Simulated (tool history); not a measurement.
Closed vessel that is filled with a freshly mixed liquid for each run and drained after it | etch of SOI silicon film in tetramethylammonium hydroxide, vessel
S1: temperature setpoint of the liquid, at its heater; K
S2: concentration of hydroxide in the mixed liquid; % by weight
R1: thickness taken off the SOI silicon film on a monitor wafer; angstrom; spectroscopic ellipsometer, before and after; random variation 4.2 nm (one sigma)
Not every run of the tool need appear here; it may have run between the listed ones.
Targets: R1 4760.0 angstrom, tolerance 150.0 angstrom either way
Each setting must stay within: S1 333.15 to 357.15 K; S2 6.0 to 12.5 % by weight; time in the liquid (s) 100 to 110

Run 1, hour 0.0: S1 346.15 K, S2 8.5 % by weight, time in the liquid (s) 100. Result: R1 8931.3 angstrom.
Run 2, hour 8.3: S1 346.15 K, S2 7.5 % by weight, time in the liquid (s) 100. Result: R1 9152.5 angstrom.
Run 3, hour 15.2: S1 344.65 K, S2 7.5 % by weight, time in the liquid (s) 100. Result: R1 8481.7 angstrom.
Run 4, hour 16.2: S1 344.65 K, S2 7.5 % by weight, time in the liquid (s) 100. Result: R1 8316.8 angstrom.
Run 5, hour 23.4: S1 344.65 K, S2 8.5 % by weight, time in the liquid (s) 100. Result: R1 8095.4 angstrom.
Run 6, hour 32.4: S1 347.65 K, S2 8.5 % by weight, time in the liquid (s) 100. Result: R1 9601.6 angstrom.
Run 7, hour 38.9: S1 346.15 K, S2 8.5 % by weight, time in the liquid (s) 100. Result: R1 8921.0 angstrom.
Run 8, hour 40.4: S1 345.15 K, S2 8.5 % by weight, time in the liquid (s) 100. Result: R1 8274.5 angstrom.
Run 9, hour 47.0: S1 344.15 K, S2 8.5 % by weight, time in the liquid (s) 100. Result: R1 7811.0 angstrom.
Run 10, hour 53.0: S1 343.15 K, S2 8.5 % by weight, time in the liquid (s) 100. Result: R1 7450.0 angstrom.
Run 11, hour 60.5: S1 342.15 K, S2 8.5 % by weight, time in the liquid (s) 100. Result: R1 6958.5 angstrom.
Run 12, hour 66.7: S1 341.65 K, S2 8.5 % by weight, time in the liquid (s) 100. Result: R1 6792.7 angstrom.
Run 13, hour 74.0: S1 341.65 K, S2 8.5 % by weight, time in the liquid (s) 100. Result: R1 6759.2 angstrom.
Run 14, hour 82.4: S1 341.15 K, S2 8.5 % by weight, time in the liquid (s) 100. Result: R1 6591.2 angstrom.
Run 15, hour 84.6: S1 340.65 K, S2 8.5 % by weight, time in the liquid (s) 100. Result: R1 6432.7 angstrom.
Run 16, hour 91.5: S1 340.65 K, S2 8.5 % by weight, time in the liquid (s) 100. Result: R1 6366.0 angstrom.
Run 17, hour 95.3: S1 340.15 K, S2 8.5 % by weight, time in the liquid (s) 100. Result: R1 6256.5 angstrom.
Run 18, hour 102.5: S1 339.65 K, S2 8.5 % by weight, time in the liquid (s) 100. Result: R1 6077.7 angstrom.
Run 19, hour 105.0: S1 339.65 K, S2 8.5 % by weight, time in the liquid (s) 100. Result: R1 6031.1 angstrom.
Run 20, hour 108.5: S1 339.15 K, S2 8.5 % by weight, time in the liquid (s) 100. Result: R1 5884.6 angstrom.
Run 21, hour 111.5: S1 338.65 K, S2 8.5 % by weight, time in the liquid (s) 100. Result: R1 5732.9 angstrom.
Run 22, hour 118.8: S1 338.15 K, S2 8.5 % by weight, time in the liquid (s) 100. Result: R1 5549.4 angstrom.
Run 23, hour 123.6: S1 337.65 K, S2 8.5 % by weight, time in the liquid (s) 100. Result: R1 5321.8 angstrom.

Below are 4 possible settings for the next run. Only one of them brings all results inside the allowed miss of their targets. Which is it?
Run A, hour 128.4: S1 336.15 K, S2 9.0 % by weight, time in the liquid (s) 100. Result: R1 ?.
Run B, hour 128.4: S1 339.15 K, S2 9.0 % by weight, time in the liquid (s) 105. Result: R1 ?.
Run C, hour 128.4: S1 338.65 K, S2 10.5 % by weight, time in the liquid (s) 110. Result: R1 ?.
Run D, hour 128.4: S1 337.65 K, S2 9.5 % by weight, time in the liquid (s) 100. Result: R1 ?.

move      R1
   A  4791.8
   B  6035.1
   C  5793.7
   D  5144.0
A: every result within its allowed miss
B: its largest miss is bigger than the last run's
C: its largest miss is bigger than the last run's
D: nearer the targets than the last run, but a result is still out of spec
A meets every target.

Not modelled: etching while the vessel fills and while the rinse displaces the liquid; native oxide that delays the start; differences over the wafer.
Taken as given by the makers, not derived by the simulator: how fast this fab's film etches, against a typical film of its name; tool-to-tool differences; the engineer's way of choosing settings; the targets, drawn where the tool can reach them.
